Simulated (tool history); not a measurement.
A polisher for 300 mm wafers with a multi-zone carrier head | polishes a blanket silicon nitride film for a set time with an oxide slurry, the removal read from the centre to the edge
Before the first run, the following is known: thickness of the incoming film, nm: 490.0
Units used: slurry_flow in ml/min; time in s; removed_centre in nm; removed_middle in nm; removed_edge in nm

{"run": 1, "hour": 0.0, "slurry_flow": 305, "centre_zone": 1.0, "middle_zone": 1.0, "edge_zone": 1.0, "slurry_solids": 1.0, "time": 55, "removed_centre": 47.664, "removed_middle": 45.511, "removed_edge": 47.541}
{"run": 2, "hour": 6.5, "slurry_flow": 305, "centre_zone": 1.0, "middle_zone": 1.04, "edge_zone": 1.0, "slurry_solids": 1.0, "time": 55, "removed_centre": 48.455, "removed_middle": 47.796, "removed_edge": 47.64}
{"run": 3, "hour": 11.2, "slurry_flow": 305, "centre_zone": 1.0, "middle_zone": 1.12, "edge_zone": 1.0, "slurry_solids": 1.0, "time": 55, "removed_centre": 47.597, "removed_middle": 51.513, "removed_edge": 48.2}
{"run": 4, "hour": 17.7, "slurry_flow": 305, "centre_zone": 1.0, "middle_zone": 1.12, "edge_zone": 1.05, "slurry_solids": 1.0, "time": 55, "removed_centre": 47.216, "removed_middle": 50.97, "removed_edge": 49.12}
{"run": 5, "hour": 21.4, "slurry_flow": 305, "centre_zone": 1.0, "middle_zone": 1.12, "edge_zone": 0.97, "slurry_solids": 1.0, "time": 55, "removed_centre": 46.417, "removed_middle": 50.644, "removed_edge": 46.958}
{"run": 6, "hour": 28.7, "slurry_flow": 305, "centre_zone": 0.94, "middle_zone": 1.12, "edge_zone": 0.97, "slurry_solids": 1.0, "time": 55, "removed_centre": 44.246, "removed_middle": 50.455, "removed_edge": 47.306}
{"run": 7, "hour": 29.9, "slurry_flow": 310, "centre_zone": 0.98, "middle_zone": 1.12, "edge_zone": 1.01, "slurry_solids": 1.1, "time": 57, "removed_centre": 50.149, "removed_middle": 54.409, "removed_edge": 50.925}
{"run": 8, "hour": 37.0, "slurry_flow": 305, "centre_zone": 0.98, "middle_zone": 1.11, "edge_zone": 1.04, "slurry_solids": 1.2, "time": 60, "removed_centre": 54.126, "removed_middle": 59.824, "removed_edge": 58.35}

Expected results for the next run?
{"run": 9, "hour": 39.9, "slurry_flow": 305, "centre_zone": 0.98, "middle_zone": 1.11, "edge_zone": 1.04, "slurry_solids": 1.2, "time": 60, "removed_centre": "?", "removed_middle": "?", "removed_edge": "?"}

removed_centre: 55.423 nm
removed_middle: 58.827 nm
removed_edge: 57.845 nm
